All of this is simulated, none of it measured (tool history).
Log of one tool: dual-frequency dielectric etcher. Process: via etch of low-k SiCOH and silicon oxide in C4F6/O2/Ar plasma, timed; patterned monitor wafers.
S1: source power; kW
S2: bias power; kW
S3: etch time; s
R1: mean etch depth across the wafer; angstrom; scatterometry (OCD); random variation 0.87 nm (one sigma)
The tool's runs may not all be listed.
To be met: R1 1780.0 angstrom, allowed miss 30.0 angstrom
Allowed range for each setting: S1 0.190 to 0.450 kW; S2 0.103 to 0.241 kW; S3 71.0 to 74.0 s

Run 1, hour 0.0: S1 0.320 kW, S2 0.172 kW, S3 71.0 s. Result: R1 1911.2 angstrom.
Run 2, hour 5.3: S1 0.310 kW, S2 0.171 kW, S3 71.0 s. Result: R1 1868.9 angstrom.
Run 3, hour 9.9: S1 0.310 kW, S2 0.191 kW, S3 71.0 s. Result: R1 1962.7 angstrom.
Run 4, hour 15.1: S1 0.310 kW, S2 0.217 kW, S3 71.0 s. Result: R1 2070.7 angstrom.
At hour 20.3: wet clean of the chamber.
Run 5, hour 20.3: S1 0.330 kW, S2 0.217 kW, S3 71.0 s. Result: R1 2188.2 angstrom.
Run 6, hour 21.3: S1 0.330 kW, S2 0.217 kW, S3 74.0 s. Result: R1 2280.5 angstrom.
Run 7, hour 26.8: S1 0.290 kW, S2 0.215 kW, S3 74.0 s. Result: R1 2145.7 angstrom.
Run 8, hour 30.7: S1 0.270 kW, S2 0.210 kW, S3 74.0 s. Result: R1 2009.9 angstrom.
Run 9, hour 37.1: S1 0.250 kW, S2 0.209 kW, S3 74.0 s. Result: R1 1932.5 angstrom.
Run 10, hour 45.9: S1 0.240 kW, S2 0.209 kW, S3 74.0 s. Result: R1 1881.0 angstrom.
Run 11, hour 52.8: S1 0.230 kW, S2 0.209 kW, S3 74.0 s. Result: R1 1839.1 angstrom.

4 candidate next runs follow, results not yet known. Just one meets every target within its allowed miss. Identify it.
Run A, hour 59.7: S1 0.280 kW, S2 0.200 kW, S3 71.0 s. Result: R1 ?.
Run B, hour 59.7: S1 0.200 kW, S2 0.241 kW, S3 74.0 s. Result: R1 ?.
Run C, hour 59.7: S1 0.240 kW, S2 0.214 kW, S3 73.5 s. Result: R1 ?.
Run D, hour 59.7: S1 0.240 kW, S2 0.200 kW, S3 73.0 s. Result: R1 ?.

move      R1
   A  1942.8
   B  1786.0
   C  1892.5
   D  1826.8
A: its largest miss is bigger than the last run's
B: each result inside its tolerance
C: its largest miss is bigger than the last run's
D: closer than the last run, but not yet in spec
The right move is B.
